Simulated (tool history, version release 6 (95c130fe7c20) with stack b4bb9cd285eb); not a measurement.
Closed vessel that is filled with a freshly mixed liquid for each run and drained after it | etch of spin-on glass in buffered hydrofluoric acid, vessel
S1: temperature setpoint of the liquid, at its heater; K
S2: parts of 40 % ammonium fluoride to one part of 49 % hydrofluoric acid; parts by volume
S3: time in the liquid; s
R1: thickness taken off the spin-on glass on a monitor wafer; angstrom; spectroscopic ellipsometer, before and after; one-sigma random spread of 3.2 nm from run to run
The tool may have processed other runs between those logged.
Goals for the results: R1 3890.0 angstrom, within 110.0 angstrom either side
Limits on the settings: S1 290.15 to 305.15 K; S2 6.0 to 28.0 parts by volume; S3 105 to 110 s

| run | hour | S1 | S2 | S3 | R1 |
|---|---|---|---|---|---|
| 1 | 0.0 | 297.15 | 17.0 | 105 | 2446.8 |
| 2 | 7.7 | 297.15 | 20.5 | 105 | 2029.6 |
| 3 | 8.8 | 297.15 | 20.5 | 110 | 2160.4 |
| 4 | 16.7 | 298.65 | 20.0 | 110 | 2393.0 |
| 5 | 20.3 | 300.15 | 19.0 | 110 | 2730.0 |
| 6 | 27.4 | 301.15 | 18.5 | 110 | 2904.1 |
| 7 | 31.7 | 302.15 | 18.0 | 110 | 3138.9 |
| 8 | 38.1 | 302.65 | 17.5 | 110 | 3364.9 |
| 9 | 43.2 | 303.15 | 17.5 | 110 | 3463.1 |

Exactly one of the 4 candidate moves below puts every result within its allowed miss. Which one?
| A | 48.3 | 303.15 | 17.0 | 105 | ? |
| B | 48.3 | 302.15 | 18.5 | 110 | ? |
| C | 48.3 | 304.65 | 16.0 | 105 | ? |
| D | 48.3 | 303.65 | 19.0 | 105 | ? |

| move | R1 |
|---|---|
| A | 3350.2 |
| B | 3063.7 |
| C | 3846.2 |
| D | 3083.6 |
A: lands further from the targets than the last run did
B: lands further from the targets than the last run did
C: every result within its allowed miss
D: lands further from the targets than the last run did
Answer: C
